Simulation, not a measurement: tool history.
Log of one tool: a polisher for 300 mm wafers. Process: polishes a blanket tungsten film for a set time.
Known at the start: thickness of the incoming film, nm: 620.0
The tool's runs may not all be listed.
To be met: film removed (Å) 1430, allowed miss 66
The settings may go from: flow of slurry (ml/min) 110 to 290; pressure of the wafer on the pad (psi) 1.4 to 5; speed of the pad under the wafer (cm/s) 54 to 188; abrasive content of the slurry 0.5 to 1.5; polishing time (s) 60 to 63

run,day,flow of slurry (ml/min),pressure of the wafer on the pad (psi),speed of the pad under the wafer (cm/s),abrasive content of the slurry,polishing time (s),film removed (Å)
1,0,185,3.2,120,1,60,2602.6
2,0.342,185,3,120,1,60,2466.1
3,0.442,185,2.8,118,1,60,2247.1
4,0.492,170,2.8,118,1,60,2244.5
5,0.738,170,2.8,132,1,60,2481
6,1.108,170,2.6,130,1,60,2263.7
7,1.254,170,2.5,130,1,60,2217.8
8,1.508,170,2.4,128,1,60,2075.8
9,1.721,170,2.3,128,1,60,1942.3
10,1.833,170,2.2,128,1,60,1883.9
11,2.008,170,2.1,128,1,60,1812.4
12,2.108,170,2,128,1,60,1731.6
13,2.158,170,1.9,128,1,60,1631.5

Which of these 5 next moves meets every target?
A,2.208,165,1.7,130,0.85,63,?
B,2.208,175,1.6,108,1,63,?
C,2.208,155,2.4,92,0.85,60,?
D,2.208,155,1.7,112,0.9,61,?
E,2.208,155,1.4,134,1,60,?

move,film removed (Å)
A,1555.9
B,1275.5
C,1456.3
D,1301.1
E,1292.6
A: nearer than the last run, and not there yet
B: takes the result that was furthest off past its target
C: meets every target
D: takes the result that was furthest off past its target
E: takes the result that was furthest off past its target
Answer: C

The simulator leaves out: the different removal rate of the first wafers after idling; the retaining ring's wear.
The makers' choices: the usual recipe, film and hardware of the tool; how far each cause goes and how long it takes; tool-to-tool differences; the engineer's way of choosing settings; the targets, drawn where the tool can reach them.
